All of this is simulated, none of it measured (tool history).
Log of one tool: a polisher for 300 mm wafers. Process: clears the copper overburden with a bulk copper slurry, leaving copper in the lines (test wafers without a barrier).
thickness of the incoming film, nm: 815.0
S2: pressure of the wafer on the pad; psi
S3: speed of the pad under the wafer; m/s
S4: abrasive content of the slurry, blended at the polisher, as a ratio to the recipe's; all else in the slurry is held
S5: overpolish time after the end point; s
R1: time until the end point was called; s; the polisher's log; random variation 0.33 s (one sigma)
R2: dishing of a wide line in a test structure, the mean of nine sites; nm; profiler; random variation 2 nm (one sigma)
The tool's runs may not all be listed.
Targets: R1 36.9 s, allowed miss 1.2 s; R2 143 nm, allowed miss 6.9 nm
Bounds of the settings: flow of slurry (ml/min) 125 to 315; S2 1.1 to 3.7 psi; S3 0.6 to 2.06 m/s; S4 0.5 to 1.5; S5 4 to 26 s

{"run": 1, "day": 0.0, "flow of slurry (ml/min)": 205, "S2": 2.4, "S3": 1.32, "S4": 1, "S5": 13, "R1": 60.997, "R2": 87.124}
{"run": 2, "day": 0.112, "flow of slurry (ml/min)": 205, "S2": 2.8, "S3": 1.32, "S4": 1, "S5": 13, "R1": 52.819, "R2": 97.765}
{"run": 3, "day": 0.421, "flow of slurry (ml/min)": 205, "S2": 2.9, "S3": 1.32, "S4": 1, "S5": 13, "R1": 50.437, "R2": 97.601}
{"run": 4, "day": 0.579, "flow of slurry (ml/min)": 205, "S2": 2.9, "S3": 1.02, "S4": 1, "S5": 13, "R1": 63.359, "R2": 86.078}
{"run": 5, "day": 0.758, "flow of slurry (ml/min)": 205, "S2": 2.9, "S3": 1.22, "S4": 1, "S5": 13, "R1": 54.839, "R2": 94.011}
{"run": 6, "day": 0.904, "flow of slurry (ml/min)": 205, "S2": 2.9, "S3": 1.22, "S4": 0.85, "S5": 13, "R1": 55.917, "R2": 90.7}
{"run": 7, "day": 1.121, "flow of slurry (ml/min)": 205, "S2": 3, "S3": 1.24, "S4": 0.85, "S5": 13, "R1": 53.654, "R2": 96.393}
{"run": 8, "day": 1.379, "flow of slurry (ml/min)": 205, "S2": 3.1, "S3": 1.26, "S4": 0.85, "S5": 13, "R1": 51.149, "R2": 99.338}
{"run": 9, "day": 1.45, "flow of slurry (ml/min)": 205, "S2": 3.2, "S3": 1.28, "S4": 0.85, "S5": 13, "R1": 48.818, "R2": 104.06}
{"run": 10, "day": 1.817, "flow of slurry (ml/min)": 205, "S2": 3.3, "S3": 1.3, "S4": 0.85, "S5": 13, "R1": 46.683, "R2": 106.6}

4 next moves are on the table. One of them brings every result within its allowed miss. Which?
{"run": "A", "day": 2.183, "flow of slurry (ml/min)": 225, "S2": 3.3, "S3": 1.76, "S4": 0.9, "S5": 18, "R1": "?", "R2": "?"}
{"run": "B", "day": 2.183, "flow of slurry (ml/min)": 230, "S2": 3.5, "S3": 1.68, "S4": 0.9, "S5": 17, "R1": "?", "R2": "?"}
{"run": "C", "day": 2.183, "flow of slurry (ml/min)": 170, "S2": 3.3, "S3": 1.56, "S4": 0.95, "S5": 21, "R1": "?", "R2": "?"}
{"run": "D", "day": 2.183, "flow of slurry (ml/min)": 280, "S2": 3.4, "S3": 1.5, "S4": 1, "S5": 19, "R1": "?", "R2": "?"}

move=A R1=34.179 R2=138.48
move=B R1=33.62 R2=138.89
move=C R1=39.529 R2=138.85
move=D R1=36.871 R2=138.68
A: takes the result that was furthest off past its target
B: takes the result that was furthest off past its target
C: nearer than the last run, and not there yet
D: meets every target
Move D is the one to make.
